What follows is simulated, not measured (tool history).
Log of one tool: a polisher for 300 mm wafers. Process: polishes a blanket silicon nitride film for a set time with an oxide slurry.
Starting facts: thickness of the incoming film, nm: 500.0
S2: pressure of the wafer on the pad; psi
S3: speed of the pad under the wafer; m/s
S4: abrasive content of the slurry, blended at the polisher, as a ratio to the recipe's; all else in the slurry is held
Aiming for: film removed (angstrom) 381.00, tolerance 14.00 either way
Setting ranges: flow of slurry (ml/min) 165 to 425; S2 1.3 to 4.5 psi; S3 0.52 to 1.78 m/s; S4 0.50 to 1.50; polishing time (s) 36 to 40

{"run": 1, "hour": 0.0, "flow of slurry (ml/min)": 275, "S2": 2.9, "S3": 1.14, "S4": 1.0, "polishing time (s)": 40, "film removed (angstrom)": 221.2}
{"run": 2, "hour": 3.7, "flow of slurry (ml/min)": 275, "S2": 2.9, "S3": 1.14, "S4": 0.85, "polishing time (s)": 40, "film removed (angstrom)": 204.1}
{"run": 3, "hour": 5.9, "flow of slurry (ml/min)": 275, "S2": 3.2, "S3": 1.16, "S4": 0.85, "polishing time (s)": 40, "film removed (angstrom)": 224.77}
{"run": 4, "hour": 12.5, "flow of slurry (ml/min)": 275, "S2": 3.5, "S3": 1.2, "S4": 0.85, "polishing time (s)": 40, "film removed (angstrom)": 256.11}
{"run": 5, "hour": 19.4, "flow of slurry (ml/min)": 275, "S2": 3.5, "S3": 1.2, "S4": 0.95, "polishing time (s)": 40, "film removed (angstrom)": 261.46}
{"run": 6, "hour": 22.5, "flow of slurry (ml/min)": 275, "S2": 3.7, "S3": 1.24, "S4": 0.95, "polishing time (s)": 40, "film removed (angstrom)": 284.63}
{"run": 7, "hour": 26.9, "flow of slurry (ml/min)": 275, "S2": 3.9, "S3": 1.26, "S4": 0.95, "polishing time (s)": 40, "film removed (angstrom)": 306.73}
{"run": 8, "hour": 32.5, "flow of slurry (ml/min)": 275, "S2": 4.0, "S3": 1.28, "S4": 0.95, "polishing time (s)": 40, "film removed (angstrom)": 312.89}
{"hour": 35.7, "done": "worn pad replaced by a new one"}
{"run": 9, "hour": 35.7, "flow of slurry (ml/min)": 275, "S2": 4.1, "S3": 1.3, "S4": 0.95, "polishing time (s)": 40, "film removed (angstrom)": 357.37}
{"run": 10, "hour": 42.9, "flow of slurry (ml/min)": 275, "S2": 4.2, "S3": 1.3, "S4": 0.95, "polishing time (s)": 40, "film removed (angstrom)": 363.92}

5 next moves are on the table. One of them brings every result within its allowed miss. Which?
{"run": "A", "hour": 50.1, "flow of slurry (ml/min)": 180, "S2": 4.5, "S3": 1.4, "S4": 0.9, "polishing time (s)": 37, "film removed (angstrom)": "?"}
{"run": "B", "hour": 50.1, "flow of slurry (ml/min)": 340, "S2": 4.2, "S3": 1.56, "S4": 0.95, "polishing time (s)": 39, "film removed (angstrom)": "?"}
{"run": "C", "hour": 50.1, "flow of slurry (ml/min)": 285, "S2": 4.4, "S3": 1.3, "S4": 0.95, "polishing time (s)": 40, "film removed (angstrom)": "?"}
{"run": "D", "hour": 50.1, "flow of slurry (ml/min)": 280, "S2": 4.5, "S3": 1.14, "S4": 0.95, "polishing time (s)": 39, "film removed (angstrom)": "?"}
{"run": "E", "hour": 50.1, "flow of slurry (ml/min)": 265, "S2": 3.9, "S3": 1.46, "S4": 0.95, "polishing time (s)": 38, "film removed (angstrom)": "?"}

move=A film_removed_(angstrom)=350.45
move=B film_removed_(angstrom)=418.01
move=C film_removed_(angstrom)=380.42
move=D film_removed_(angstrom)=340.26
move=E film_removed_(angstrom)=352.49
A: lands further from the targets than the last run did
B: moves the result that the last run missed by most past its target, out the other side
C: all results in spec
D: lands further from the targets than the last run did
E: lands further from the targets than the last run did
Move C is the one to make.

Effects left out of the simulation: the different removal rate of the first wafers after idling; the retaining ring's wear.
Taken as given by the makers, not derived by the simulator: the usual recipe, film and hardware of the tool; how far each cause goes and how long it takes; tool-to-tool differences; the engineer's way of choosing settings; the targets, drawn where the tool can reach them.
